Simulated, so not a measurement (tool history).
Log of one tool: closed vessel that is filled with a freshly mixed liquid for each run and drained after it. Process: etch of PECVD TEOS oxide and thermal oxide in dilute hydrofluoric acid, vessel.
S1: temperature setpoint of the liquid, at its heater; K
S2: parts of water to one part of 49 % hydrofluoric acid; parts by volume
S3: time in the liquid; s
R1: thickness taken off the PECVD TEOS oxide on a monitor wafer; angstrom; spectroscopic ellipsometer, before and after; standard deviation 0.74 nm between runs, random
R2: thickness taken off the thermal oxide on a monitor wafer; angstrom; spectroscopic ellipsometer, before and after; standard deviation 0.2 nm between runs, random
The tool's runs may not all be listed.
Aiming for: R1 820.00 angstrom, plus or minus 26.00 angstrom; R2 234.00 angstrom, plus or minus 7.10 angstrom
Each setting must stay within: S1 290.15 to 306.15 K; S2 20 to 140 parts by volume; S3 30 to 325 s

run  hour      S1  S2   S3      R1      R2
  1   0.0  298.15  75  165  375.90  107.19
  2   6.3  299.15  70  165  427.56  120.06
  3   9.5  300.15  65  165  478.21  136.51
  4  13.9  301.15  60  165  541.57  155.00
  5  21.1  301.15  50  165  658.52  184.61
  6  24.0  301.15  50  230  933.22  264.91
  7  30.5  300.65  50  230  907.52  253.19
  8  31.6  300.15  50  230  892.05  254.96
  9  36.0  299.65  50  230  862.48  252.76
 10  36.9  299.65  55  230  778.25  226.65

Of the 5 settings listed for the next run, only one would bring every result within its allowed miss of target. Which one?
  A  37.8  300.15  60  245   ?   ?
  B  37.8  303.65  50  195   ?   ?
  C  37.8  305.15  50  185   ?   ?
  D  37.8  301.65  50  190   ?   ?
  E  37.8  295.65  50  260   ?   ?

move      R1      R2
   A  772.29  217.48
   B  860.74  242.39
   C  866.37  243.98
   D  774.19  218.02
   E  826.94  232.87
A: lands further from the targets than the last run did
B: carries the result that was furthest off beyond its target, to the other side
C: carries the result that was furthest off beyond its target, to the other side
D: lands further from the targets than the last run did
E: hits every target within its allowed miss
Correct choice: E, which meets every target
